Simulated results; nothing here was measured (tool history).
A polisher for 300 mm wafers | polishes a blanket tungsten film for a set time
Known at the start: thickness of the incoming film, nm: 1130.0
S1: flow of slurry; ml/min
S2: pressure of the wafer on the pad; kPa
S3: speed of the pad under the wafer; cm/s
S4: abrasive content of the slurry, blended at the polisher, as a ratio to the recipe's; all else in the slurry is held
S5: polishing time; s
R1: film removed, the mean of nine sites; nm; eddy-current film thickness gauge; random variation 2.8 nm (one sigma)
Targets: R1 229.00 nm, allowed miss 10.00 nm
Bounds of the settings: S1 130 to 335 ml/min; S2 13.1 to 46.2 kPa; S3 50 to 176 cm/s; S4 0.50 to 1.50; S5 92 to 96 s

Run 1, hour 0.0: S1 215 ml/min, S2 29.6 kPa, S3 112 cm/s, S4 1.00, S5 92 s. Result: R1 520.05 nm.
Run 2, hour 3.1: S1 215 ml/min, S2 26.9 kPa, S3 106 cm/s, S4 1.00, S5 92 s. Result: R1 447.58 nm.
Run 3, hour 5.4: S1 215 ml/min, S2 24.1 kPa, S3 102 cm/s, S4 1.00, S5 92 s. Result: R1 382.34 nm.
Run 4, hour 11.4: S1 215 ml/min, S2 24.1 kPa, S3 102 cm/s, S4 1.15, S5 92 s. Result: R1 408.16 nm.
Run 5, hour 20.0: S1 215 ml/min, S2 22.1 kPa, S3 98 cm/s, S4 1.15, S5 92 s. Result: R1 356.28 nm.
Run 6, hour 26.3: S1 215 ml/min, S2 20.7 kPa, S3 96 cm/s, S4 1.15, S5 92 s. Result: R1 337.39 nm.
Run 7, hour 27.7: S1 215 ml/min, S2 19.3 kPa, S3 94 cm/s, S4 1.15, S5 92 s. Result: R1 311.20 nm.
Run 8, hour 35.1: S1 215 ml/min, S2 17.9 kPa, S3 92 cm/s, S4 1.15, S5 92 s. Result: R1 278.99 nm.
Run 9, hour 43.4: S1 215 ml/min, S2 17.2 kPa, S3 92 cm/s, S4 1.15, S5 92 s. Result: R1 267.15 nm.
Run 10, hour 48.9: S1 215 ml/min, S2 16.5 kPa, S3 92 cm/s, S4 1.15, S5 92 s. Result: R1 262.23 nm.
Run 11, hour 52.2: S1 215 ml/min, S2 15.9 kPa, S3 92 cm/s, S4 1.15, S5 92 s. Result: R1 242.05 nm.

Which of these 4 next moves meets every target?
Run A, hour 55.5: S1 245 ml/min, S2 13.8 kPa, S3 106 cm/s, S4 1.20, S5 93 s. Result: R1 ?.
Run B, hour 55.5: S1 200 ml/min, S2 24.8 kPa, S3 56 cm/s, S4 1.10, S5 92 s. Result: R1 ?.
Run C, hour 55.5: S1 195 ml/min, S2 15.9 kPa, S3 96 cm/s, S4 1.25, S5 92 s. Result: R1 ?.
Run D, hour 55.5: S1 205 ml/min, S2 17.9 kPa, S3 84 cm/s, S4 1.30, S5 92 s. Result: R1 ?.

move      R1
   A  255.83
   B  228.39
   C  257.44
   D  259.09
A: further off than the last run
B: meets every target
C: further off than the last run
D: further off than the last run
Move B is the one to make.
